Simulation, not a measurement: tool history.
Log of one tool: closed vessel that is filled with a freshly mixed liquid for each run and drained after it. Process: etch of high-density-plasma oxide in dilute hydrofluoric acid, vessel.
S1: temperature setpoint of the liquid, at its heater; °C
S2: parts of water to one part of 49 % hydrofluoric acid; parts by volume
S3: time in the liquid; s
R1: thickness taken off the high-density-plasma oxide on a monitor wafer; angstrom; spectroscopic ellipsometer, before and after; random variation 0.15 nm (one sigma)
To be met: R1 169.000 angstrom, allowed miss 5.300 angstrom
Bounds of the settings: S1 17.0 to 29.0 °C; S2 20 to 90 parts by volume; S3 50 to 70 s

| run | hour | S1 | S2 | S3 | R1 |
|---|---|---|---|---|---|
| 1 | 0.0 | 21.0 | 50 | 70 | 60.318 |
| 2 | 7.1 | 21.0 | 35 | 70 | 86.422 |
| 3 | 8.9 | 23.5 | 30 | 70 | 113.610 |
| 4 | 14.6 | 23.5 | 45 | 70 | 74.402 |
| 5 | 18.5 | 23.5 | 45 | 50 | 53.966 |
| 6 | 23.8 | 23.5 | 45 | 70 | 74.915 |
| 7 | 30.3 | 25.0 | 40 | 70 | 90.198 |
| 8 | 31.1 | 26.0 | 35 | 70 | 107.870 |
| 9 | 37.9 | 29.0 | 20 | 70 | 219.850 |
| 10 | 42.2 | 25.0 | 20 | 70 | 185.470 |
| 11 | 49.8 | 24.5 | 20 | 70 | 182.570 |

4 next moves are on the table. One of them brings every result within its allowed miss. Which?
| A | 57.4 | 27.5 | 20 | 65 | ? |
| B | 57.4 | 26.5 | 20 | 70 | ? |
| C | 57.4 | 25.0 | 20 | 65 | ? |
| D | 57.4 | 25.0 | 20 | 70 | ? |

| move | R1 |
|---|---|
| A | 189.700 |
| B | 196.010 |
| C | 170.970 |
| D | 184.130 |
A: further off than the last run
B: further off than the last run
C: meets every target
D: further off than the last run
Move C is the one to make.
